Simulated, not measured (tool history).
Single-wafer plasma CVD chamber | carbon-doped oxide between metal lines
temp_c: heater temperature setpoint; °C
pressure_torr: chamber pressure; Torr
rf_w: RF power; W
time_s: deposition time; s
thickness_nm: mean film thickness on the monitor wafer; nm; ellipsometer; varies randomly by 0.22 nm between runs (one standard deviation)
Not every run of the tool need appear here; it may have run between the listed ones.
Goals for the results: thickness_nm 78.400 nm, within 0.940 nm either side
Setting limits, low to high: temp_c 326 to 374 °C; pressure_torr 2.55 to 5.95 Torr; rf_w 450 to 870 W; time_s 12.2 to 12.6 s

run,hour,temp_c,pressure_torr,rf_w,time_s,thickness_nm
1,0.0,350,4.25,660,12.2,66.881
2,8.7,350,4.25,700,12.2,68.978
3,13.6,344,4.25,700,12.2,70.273
4,16.8,342,4.49,705,12.2,71.237
5,25.1,340,4.66,715,12.2,73.184
6,29.9,340,4.66,715,12.2,72.848
7,31.9,338,4.83,720,12.2,74.430
8,34.3,336,4.92,720,12.2,75.110
9,41.9,335,4.99,720,12.2,75.220

Below are 4 possible settings for the next run. Only one of them brings all results inside the allowed miss of their targets. Which is it?
A,49.5,331,5.10,710,12.3,?
B,49.5,331,4.85,665,12.6,?
C,49.5,327,4.60,680,12.6,?
D,49.5,334,5.27,735,12.5,?

move,thickness_nm
A,76.588
B,75.426
C,77.052
D,78.565
A: nearer the targets than the last run, but a result is still out of spec
B: nearer the targets than the last run, but a result is still out of spec
C: nearer the targets than the last run, but a result is still out of spec
D: in spec on every target
So the answer is move D, the one that meets all the targets.

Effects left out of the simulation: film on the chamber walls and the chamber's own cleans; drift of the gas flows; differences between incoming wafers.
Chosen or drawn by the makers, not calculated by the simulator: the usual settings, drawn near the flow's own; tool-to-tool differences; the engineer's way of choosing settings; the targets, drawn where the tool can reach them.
